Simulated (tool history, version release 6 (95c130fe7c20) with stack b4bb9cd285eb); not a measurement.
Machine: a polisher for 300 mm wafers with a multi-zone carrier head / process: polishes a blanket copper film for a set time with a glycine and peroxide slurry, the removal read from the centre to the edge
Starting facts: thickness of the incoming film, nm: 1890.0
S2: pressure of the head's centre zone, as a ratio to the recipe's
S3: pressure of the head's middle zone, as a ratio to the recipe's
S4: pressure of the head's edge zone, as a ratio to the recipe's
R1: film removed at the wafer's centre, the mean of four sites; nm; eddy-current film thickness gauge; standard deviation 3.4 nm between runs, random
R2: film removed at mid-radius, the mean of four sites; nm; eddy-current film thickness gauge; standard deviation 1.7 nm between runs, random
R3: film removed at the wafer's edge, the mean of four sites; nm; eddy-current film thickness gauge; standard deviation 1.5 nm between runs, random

Run 1, hour 0.0: flow of slurry (ml/min) 190, S2 1.00, S3 1.00, S4 1.00, polishing time (s) 51. Result: R1 186.46 nm, R2 187.16 nm, R3 182.26 nm.
Run 2, hour 1.8: flow of slurry (ml/min) 155, S2 1.00, S3 1.00, S4 1.00, polishing time (s) 51. Result: R1 177.48 nm, R2 181.91 nm, R3 177.38 nm.
Run 3, hour 6.6: flow of slurry (ml/min) 155, S2 1.00, S3 1.00, S4 1.00, polishing time (s) 61. Result: R1 219.06 nm, R2 218.56 nm, R3 210.15 nm.
Run 4, hour 15.5: flow of slurry (ml/min) 165, S2 1.02, S3 0.99, S4 1.01, polishing time (s) 61. Result: R1 229.69 nm, R2 218.84 nm, R3 212.97 nm.
Run 5, hour 22.9: flow of slurry (ml/min) 165, S2 1.02, S3 0.94, S4 1.01, polishing time (s) 61. Result: R1 226.61 nm, R2 209.67 nm, R3 215.23 nm.
Run 6, hour 27.1: flow of slurry (ml/min) 145, S2 1.02, S3 0.94, S4 1.01, polishing time (s) 61. Result: R1 208.36 nm, R2 204.08 nm, R3 210.76 nm.
Run 7, hour 35.1: flow of slurry (ml/min) 160, S2 1.03, S3 0.94, S4 1.01, polishing time (s) 61. Result: R1 221.68 nm, R2 209.38 nm, R3 212.07 nm.

The next listed run, before its measurement:
Run 8, hour 42.4: flow of slurry (ml/min) 170, S2 1.04, S3 0.94, S4 1.02, polishing time (s) 61. Result: R1 ?, R2 ?, R3 ?.

Run 8 came out at R1 227.93 nm, R2 208.94 nm, R3 214.13 nm.

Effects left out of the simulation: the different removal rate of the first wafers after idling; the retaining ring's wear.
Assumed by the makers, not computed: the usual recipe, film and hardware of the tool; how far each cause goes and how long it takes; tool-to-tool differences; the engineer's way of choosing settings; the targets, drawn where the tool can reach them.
